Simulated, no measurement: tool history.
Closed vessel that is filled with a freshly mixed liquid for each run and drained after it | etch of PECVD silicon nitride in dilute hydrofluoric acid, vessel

run  hour  temperature setpoint of the liquid (°C)  parts of water to one part of 49 % hydrofluoric acid (parts by volume)  time in the liquid (s)  thickness taken off the PECVD silicon nitride on a monitor wafer (nm)
  1     0                                       23                                                                      55                     885                                                                 25.434
  2     6                                       23                                                                      75                     885                                                                 18.783
  3   6.6                                       23                                                                      55                     885                                                                 25.485
  4   7.7                                       23                                                                      55                     885                                                                 25.357
  5  15.7                                       23                                                                      55                     885                                                                 25.465
  6  19.4                                       26                                                                      55                     885                                                                 30.986
  7  27.4                                     23.5                                                                      55                     885                                                                 26.299
  8  30.7                                     19.5                                                                      55                     885                                                                 19.867

Forecast run 9:
  9  38.6                                       19                                                                      55                     885                                                                      ?

thickness taken off the PECVD silicon nitride on a monitor wafer (nm): 19.25

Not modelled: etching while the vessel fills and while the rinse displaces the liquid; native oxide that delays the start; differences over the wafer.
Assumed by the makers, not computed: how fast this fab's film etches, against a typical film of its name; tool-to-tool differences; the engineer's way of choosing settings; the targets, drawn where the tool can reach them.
